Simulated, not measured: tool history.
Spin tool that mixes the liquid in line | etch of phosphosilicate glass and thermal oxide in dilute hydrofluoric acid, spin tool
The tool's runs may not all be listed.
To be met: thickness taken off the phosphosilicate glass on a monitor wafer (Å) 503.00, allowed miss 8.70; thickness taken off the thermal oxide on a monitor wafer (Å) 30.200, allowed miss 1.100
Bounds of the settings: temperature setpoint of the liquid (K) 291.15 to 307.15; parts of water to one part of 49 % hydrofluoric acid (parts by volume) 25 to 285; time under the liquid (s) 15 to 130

run	hour	temperature setpoint of the liquid (K)	parts of water to one part of 49 % hydrofluoric acid (parts by volume)	time under the liquid (s)	thickness taken off the phosphosilicate glass on a monitor wafer (Å)	thickness taken off the thermal oxide on a monitor wafer (Å)
1	0.0	299.15	155	65	321.65	19.299
2	1.3	301.15	150	65	359.17	21.915
3	8.5	301.15	190	65	269.06	16.286
4	17.2	297.65	190	65	238.28	14.454
5	17.8	300.15	175	65	286.56	17.386
6	21.4	300.15	215	65	225.66	13.601
7	29.7	302.15	195	65	271.40	16.189
8	34.9	303.15	175	65	319.75	19.307
9	38.3	304.15	160	65	371.03	21.976
10	45.2	304.65	150	65	409.87	24.490
11	47.4	305.15	145	65	434.73	25.853
12	50.0	305.65	140	65	454.73	26.988
13	51.5	306.15	140	65	464.78	28.335

5 next moves are on the table. One of them brings every result within its allowed miss. Which?
A	53.0	305.15	125	55	?	?
B	53.0	307.15	110	45	?	?
C	53.0	306.65	175	90	?	?
D	53.0	306.65	120	50	?	?
E	53.0	305.15	135	60	?	?

move	thickness taken off the phosphosilicate glass on a monitor wafer (Å)	thickness taken off the thermal oxide on a monitor wafer (Å)
A	432.94	26.084
B	442.12	26.637
C	497.39	29.967
D	435.74	26.253
E	431.19	25.979
A: further off than the last run
B: further off than the last run
C: meets every target
D: further off than the last run
E: further off than the last run
Move C is the one to make.
